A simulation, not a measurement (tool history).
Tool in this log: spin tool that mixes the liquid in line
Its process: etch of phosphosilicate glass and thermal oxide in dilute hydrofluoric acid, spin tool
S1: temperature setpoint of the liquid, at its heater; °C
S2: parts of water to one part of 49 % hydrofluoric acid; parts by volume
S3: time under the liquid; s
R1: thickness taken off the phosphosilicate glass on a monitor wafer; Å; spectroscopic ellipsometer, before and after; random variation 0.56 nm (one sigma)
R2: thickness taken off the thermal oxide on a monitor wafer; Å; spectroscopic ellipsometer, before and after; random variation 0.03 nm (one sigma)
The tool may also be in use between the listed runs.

run 1 day=0 | S1=21 S2=45 S3=30 | R1=626.75 R2=31.181
run 2 day=0.2 | S1=23.5 S2=45 S3=30 | R1=701.96 R2=34.824
run 3 day=0.242 | S1=26.5 S2=45 S3=30 | R1=784.19 R2=39.286
run 4 day=0.383 | S1=26.5 S2=45 S3=20 | R1=523.18 R2=26.326
-- day=0.554 thermometer replaced
run 5 day=0.554 | S1=27 S2=45 S3=20 | R1=561.9 R2=27.981
run 6 day=0.871 | S1=27 S2=45 S3=15 | R1=430.01 R2=21.625
run 7 day=0.946 | S1=28 S2=35 S3=15 | R1=571.13 R2=28.352
run 8 day=1.083 | S1=28.5 S2=30 S3=15 | R1=691.53 R2=34.475
run 9 day=1.162 | S1=29 S2=30 S3=15 | R1=704.4 R2=34.99
run 10 day=1.267 | S1=29 S2=25 S3=15 | R1=842.61 R2=43.459

The next listed run, before its measurement:
run 11 day=1.625 | S1=28.5 S2=25 S3=15 | R1=? R2=?

{"run 11": {"R1": 844.5, "R2": 41.745}}
